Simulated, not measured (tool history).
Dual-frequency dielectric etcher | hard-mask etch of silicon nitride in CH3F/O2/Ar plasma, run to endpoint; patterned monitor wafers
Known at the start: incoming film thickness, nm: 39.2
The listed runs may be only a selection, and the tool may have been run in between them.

run 1 hour=0.0 | source_power_(kW)=0.540 bias_power_(kW)=0.086 | endpoint_time_(s)=47.940
run 2 hour=1.2 | source_power_(kW)=0.500 bias_power_(kW)=0.086 | endpoint_time_(s)=49.856
run 3 hour=9.4 | source_power_(kW)=0.480 bias_power_(kW)=0.086 | endpoint_time_(s)=50.513
run 4 hour=17.1 | source_power_(kW)=0.480 bias_power_(kW)=0.100 | endpoint_time_(s)=47.848
run 5 hour=24.5 | source_power_(kW)=0.460 bias_power_(kW)=0.099 | endpoint_time_(s)=48.879
run 6 hour=31.9 | source_power_(kW)=0.460 bias_power_(kW)=0.109 | endpoint_time_(s)=46.918
run 7 hour=39.7 | source_power_(kW)=0.440 bias_power_(kW)=0.107 | endpoint_time_(s)=48.543
run 8 hour=44.9 | source_power_(kW)=0.440 bias_power_(kW)=0.107 | endpoint_time_(s)=48.435
run 9 hour=52.0 | source_power_(kW)=0.430 bias_power_(kW)=0.105 | endpoint_time_(s)=49.147
run 10 hour=52.7 | source_power_(kW)=0.420 bias_power_(kW)=0.104 | endpoint_time_(s)=50.868

The next listed run, before its measurement:
run 11 hour=61.1 | source_power_(kW)=0.410 bias_power_(kW)=0.104 | endpoint_time_(s)=?

Run 11 produced endpoint time (s) 51.501.

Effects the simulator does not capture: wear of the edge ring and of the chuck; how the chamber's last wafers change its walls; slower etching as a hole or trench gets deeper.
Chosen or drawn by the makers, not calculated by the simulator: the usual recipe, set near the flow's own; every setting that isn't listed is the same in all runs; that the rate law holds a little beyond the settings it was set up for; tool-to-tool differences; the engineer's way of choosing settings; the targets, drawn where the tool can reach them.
